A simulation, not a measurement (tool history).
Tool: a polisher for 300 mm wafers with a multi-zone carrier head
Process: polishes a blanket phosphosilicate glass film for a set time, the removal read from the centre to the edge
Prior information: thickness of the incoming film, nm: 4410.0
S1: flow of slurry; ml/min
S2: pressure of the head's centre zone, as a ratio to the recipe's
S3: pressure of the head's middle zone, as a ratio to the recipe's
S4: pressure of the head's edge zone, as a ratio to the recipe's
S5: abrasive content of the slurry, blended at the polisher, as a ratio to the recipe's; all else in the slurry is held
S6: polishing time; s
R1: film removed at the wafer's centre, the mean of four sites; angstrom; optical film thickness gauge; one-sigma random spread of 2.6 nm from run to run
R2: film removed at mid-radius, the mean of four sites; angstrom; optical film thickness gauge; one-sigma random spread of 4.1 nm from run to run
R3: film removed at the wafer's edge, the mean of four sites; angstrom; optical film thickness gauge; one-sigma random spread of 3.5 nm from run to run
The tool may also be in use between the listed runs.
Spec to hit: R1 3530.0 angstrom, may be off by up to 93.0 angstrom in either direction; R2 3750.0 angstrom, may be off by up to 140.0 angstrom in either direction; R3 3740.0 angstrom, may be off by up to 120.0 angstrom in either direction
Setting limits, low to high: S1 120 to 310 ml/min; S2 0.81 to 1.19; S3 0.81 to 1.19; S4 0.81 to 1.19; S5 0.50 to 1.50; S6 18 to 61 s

run,hour,S1,S2,S3,S4,S5,S6,R1,R2,R3
1,0.0,200,1.00,1.00,1.00,1.00,39,3976.1,3787.9,3870.5
2,5.6,200,1.00,1.00,1.00,1.00,46,4653.8,4592.7,4606.9
3,7.3,190,0.96,0.98,0.96,0.90,46,4260.4,4341.3,4287.4
4,13.5,190,1.04,0.98,0.96,0.90,46,4514.9,4287.8,4383.8
5,17.7,240,1.04,0.98,0.96,0.90,46,4735.6,4413.5,4438.3
6,21.3,230,0.98,0.95,0.93,0.85,46,4364.6,4176.5,4265.3
7,22.8,215,0.94,0.94,0.91,0.80,46,4041.8,4001.8,4028.2
8,29.2,215,0.94,0.94,0.91,0.80,46,4110.4,4062.9,4036.7
9,37.5,200,0.91,0.93,0.91,0.80,46,4010.5,3830.9,4016.4
10,41.5,165,0.81,1.03,0.84,0.75,46,3452.0,3971.7,3703.2
11,43.5,165,0.82,1.01,0.85,0.75,46,3436.4,3917.2,3715.5

5 candidate next runs follow, results not yet known. Just one meets every target within its allowed miss. Identify it.
A,45.5,140,0.81,1.05,0.86,0.75,46,?,?,?
B,45.5,170,0.81,1.10,0.87,1.15,39,?,?,?
C,45.5,135,0.88,1.03,0.81,0.90,44,?,?,?
D,45.5,165,0.86,0.97,0.92,0.80,44,?,?,?
E,45.5,170,0.81,1.05,0.85,0.70,49,?,?,?

move,R1,R2,R3
A,3294.5,3986.4,3607.8
B,3501.3,4382.1,3784.2
C,3552.7,4022.7,3615.1
D,3503.6,3803.9,3762.7
E,3568.4,4294.0,3820.6
A: moves away from the targets compared with the last run
B: moves away from the targets compared with the last run
C: moves away from the targets compared with the last run
D: each result inside its tolerance
E: moves away from the targets compared with the last run
Correct choice: D, which meets every target
